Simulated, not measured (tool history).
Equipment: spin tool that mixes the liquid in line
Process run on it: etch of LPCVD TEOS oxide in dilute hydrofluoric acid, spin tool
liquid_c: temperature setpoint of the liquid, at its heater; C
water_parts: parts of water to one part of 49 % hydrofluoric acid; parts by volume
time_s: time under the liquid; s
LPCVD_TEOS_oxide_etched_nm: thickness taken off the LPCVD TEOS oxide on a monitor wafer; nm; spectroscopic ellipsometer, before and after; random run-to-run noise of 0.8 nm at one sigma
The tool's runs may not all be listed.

run    day  liquid_c  water_parts  time_s  LPCVD_TEOS_oxide_etched_nm
  1      0        25           75     290                       60.75
  2  0.304        25           75     290                      60.539
  3  0.592        25           95     290                      46.378
  4  0.888        28           95     290                       53.63
  5   1.25        29           90     290                      59.149
  6  1.417        30           85     290                      63.971
  7  1.612      30.5           80     290                      71.103
  8  1.942        31           80     290                      72.254

Predict the results of run 9:
  9  2.1      31.5           80     290                           ?

Logged for run 9: LPCVD_TEOS_oxide_etched_nm 73.199 nm.

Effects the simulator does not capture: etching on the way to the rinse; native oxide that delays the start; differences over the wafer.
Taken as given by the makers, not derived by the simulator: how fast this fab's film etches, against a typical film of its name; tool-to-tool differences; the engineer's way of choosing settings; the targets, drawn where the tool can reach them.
